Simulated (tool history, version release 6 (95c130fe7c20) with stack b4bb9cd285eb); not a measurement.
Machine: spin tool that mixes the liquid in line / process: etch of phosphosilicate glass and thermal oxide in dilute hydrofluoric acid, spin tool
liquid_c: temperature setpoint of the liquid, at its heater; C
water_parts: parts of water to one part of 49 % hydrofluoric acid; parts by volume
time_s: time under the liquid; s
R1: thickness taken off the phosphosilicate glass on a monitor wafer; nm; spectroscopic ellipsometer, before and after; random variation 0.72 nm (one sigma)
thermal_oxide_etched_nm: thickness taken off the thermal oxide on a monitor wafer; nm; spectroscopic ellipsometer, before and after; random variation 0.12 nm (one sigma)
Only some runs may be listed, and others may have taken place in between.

run 1 day=0.000 | liquid_c=20.0 water_parts=125 time_s=95 | R1=36.000 thermal_oxide_etched_nm=3.0487
run 2 day=0.354 | liquid_c=20.0 water_parts=125 time_s=75 | R1=28.542 thermal_oxide_etched_nm=2.4105
run 3 day=0.467 | liquid_c=20.0 water_parts=125 time_s=90 | R1=34.028 thermal_oxide_etched_nm=2.8978
run 4 day=0.792 | liquid_c=21.5 water_parts=105 time_s=95 | R1=46.507 thermal_oxide_etched_nm=3.9210
run 5 day=0.962 | liquid_c=21.5 water_parts=90 time_s=95 | R1=55.259 thermal_oxide_etched_nm=4.6920
run 6 day=1.121 | liquid_c=22.5 water_parts=80 time_s=95 | R1=65.839 thermal_oxide_etched_nm=5.5072
run 7 day=1.429 | liquid_c=23.5 water_parts=70 time_s=95 | R1=78.415 thermal_oxide_etched_nm=6.6968
run 8 day=1.771 | liquid_c=27.5 water_parts=30 time_s=100 | R1=241.360 thermal_oxide_etched_nm=20.3940
run 9 day=1.829 | liquid_c=27.5 water_parts=30 time_s=100 | R1=243.480 thermal_oxide_etched_nm=20.6060
run 10 day=2.183 | liquid_c=26.5 water_parts=30 time_s=100 | R1=231.460 thermal_oxide_etched_nm=19.4020
run 11 day=2.242 | liquid_c=25.5 water_parts=30 time_s=100 | R1=223.000 thermal_oxide_etched_nm=19.2380
run 12 day=2.321 | liquid_c=24.5 water_parts=30 time_s=100 | R1=213.670 thermal_oxide_etched_nm=17.7890

Run 13 is up next; what results do you expect?
run 13 day=2.354 | liquid_c=22.0 water_parts=70 time_s=100 | R1=? thermal_oxide_etched_nm=?

Run 13 yielded R1 78.356 nm, thermal_oxide_etched_nm 6.5996 nm.

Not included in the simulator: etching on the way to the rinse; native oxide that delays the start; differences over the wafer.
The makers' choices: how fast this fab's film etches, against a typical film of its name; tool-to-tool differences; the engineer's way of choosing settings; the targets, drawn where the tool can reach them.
